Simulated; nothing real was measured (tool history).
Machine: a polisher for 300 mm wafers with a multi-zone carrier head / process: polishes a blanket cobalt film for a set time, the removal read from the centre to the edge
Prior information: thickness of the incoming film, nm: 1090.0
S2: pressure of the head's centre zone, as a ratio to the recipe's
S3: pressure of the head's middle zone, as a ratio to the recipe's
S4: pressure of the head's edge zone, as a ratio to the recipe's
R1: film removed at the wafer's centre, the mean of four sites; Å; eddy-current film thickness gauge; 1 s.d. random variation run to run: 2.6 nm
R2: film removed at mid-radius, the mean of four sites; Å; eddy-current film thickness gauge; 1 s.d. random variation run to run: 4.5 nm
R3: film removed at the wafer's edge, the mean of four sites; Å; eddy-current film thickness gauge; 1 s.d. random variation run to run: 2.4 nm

Run 1, hour 0: flow of slurry (ml/min) 235, S2 1, S3 1, S4 1, polishing time (s) 87. Result: R1 3825.9 Å, R2 3617.3 Å, R3 3761.9 Å.
Run 2, hour 8.2: flow of slurry (ml/min) 235, S2 1, S3 0.93, S4 1, polishing time (s) 87. Result: R1 3809.2 Å, R2 3571.2 Å, R3 3731.8 Å.
Run 3, hour 15.9: flow of slurry (ml/min) 235, S2 1, S3 0.93, S4 1, polishing time (s) 79. Result: R1 3495.1 Å, R2 3169.1 Å, R3 3417.2 Å.
Run 4, hour 23.8: flow of slurry (ml/min) 235, S2 1.03, S3 0.93, S4 1, polishing time (s) 79. Result: R1 3606.3 Å, R2 3158.4 Å, R3 3424.8 Å.
Run 5, hour 31.5: flow of slurry (ml/min) 225, S2 1, S3 0.92, S4 1.01, polishing time (s) 79. Result: R1 3513.7 Å, R2 3188.1 Å, R3 3450.5 Å.
At hour 34.9: slurry nozzle cleaned.
Run 6, hour 34.9: flow of slurry (ml/min) 225, S2 1, S3 1, S4 1.01, polishing time (s) 79. Result: R1 3620.4 Å, R2 3540.8 Å, R3 3545.3 Å.
Run 7, hour 38.9: flow of slurry (ml/min) 230, S2 0.97, S3 0.97, S4 1.01, polishing time (s) 79. Result: R1 3535 Å, R2 3430.3 Å, R3 3525.2 Å.
Run 8, hour 43.1: flow of slurry (ml/min) 230, S2 0.97, S3 0.97, S4 1.01, polishing time (s) 79. Result: R1 3559.3 Å, R2 3308.4 Å, R3 3510 Å.

For run 9, what comes out?
Run 9, hour 52: flow of slurry (ml/min) 215, S2 0.94, S3 0.98, S4 1.04, polishing time (s) 76. Result: R1 ?, R2 ?, R3 ?.

Run 9 yielded R1 3251.6 Å, R2 3291.9 Å, R3 3482.6 Å.

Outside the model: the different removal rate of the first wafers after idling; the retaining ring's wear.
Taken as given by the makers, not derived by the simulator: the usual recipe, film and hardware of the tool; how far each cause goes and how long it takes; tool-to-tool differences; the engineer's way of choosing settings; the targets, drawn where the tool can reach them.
